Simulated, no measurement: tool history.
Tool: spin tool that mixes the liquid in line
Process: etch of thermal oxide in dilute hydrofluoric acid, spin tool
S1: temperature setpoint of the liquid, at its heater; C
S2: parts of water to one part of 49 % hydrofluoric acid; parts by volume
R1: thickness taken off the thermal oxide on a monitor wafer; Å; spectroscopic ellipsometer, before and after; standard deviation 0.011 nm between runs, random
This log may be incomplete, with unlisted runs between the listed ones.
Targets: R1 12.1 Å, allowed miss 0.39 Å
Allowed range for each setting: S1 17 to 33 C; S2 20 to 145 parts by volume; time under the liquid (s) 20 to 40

{"run": 1, "day": 0.0, "S1": 25, "S2": 80, "time under the liquid (s)": 40, "R1": 22.994}
{"run": 2, "day": 0.188, "S1": 25, "S2": 105, "time under the liquid (s)": 40, "R1": 16.992}
{"run": 3, "day": 0.529, "S1": 23, "S2": 105, "time under the liquid (s)": 40, "R1": 15.822}
{"run": 4, "day": 0.558, "S1": 23, "S2": 90, "time under the liquid (s)": 40, "R1": 18.933}
{"run": 5, "day": 0.846, "S1": 21.5, "S2": 95, "time under the liquid (s)": 40, "R1": 16.685}
{"run": 6, "day": 0.904, "S1": 21.5, "S2": 75, "time under the liquid (s)": 40, "R1": 21.476}
{"run": 7, "day": 1.2, "S1": 20.5, "S2": 85, "time under the liquid (s)": 40, "R1": 17.853}
{"run": 8, "day": 1.4, "S1": 19.5, "S2": 90, "time under the liquid (s)": 40, "R1": 16.219}
{"run": 9, "day": 1.558, "S1": 19, "S2": 95, "time under the liquid (s)": 40, "R1": 14.914}

Which one of the following 4 next-run settings gets every result inside its allowed miss? There is exactly one.
{"run": "A", "day": 1.717, "S1": 17.5, "S2": 65, "time under the liquid (s)": 40, "R1": "?"}
{"run": "B", "day": 1.717, "S1": 21.5, "S2": 80, "time under the liquid (s)": 40, "R1": "?"}
{"run": "C", "day": 1.717, "S1": 21, "S2": 125, "time under the liquid (s)": 40, "R1": "?"}
{"run": "D", "day": 1.717, "S1": 18, "S2": 100, "time under the liquid (s)": 40, "R1": "?"}

move=A R1=21.178
move=B R1=20.006
move=C R1=11.916
move=D R1=13.535
A: misses by more than the last run did
B: misses by more than the last run did
C: each result inside its tolerance
D: an improvement on the last run, though not all results are within tolerance
Go with C: it meets all targets.
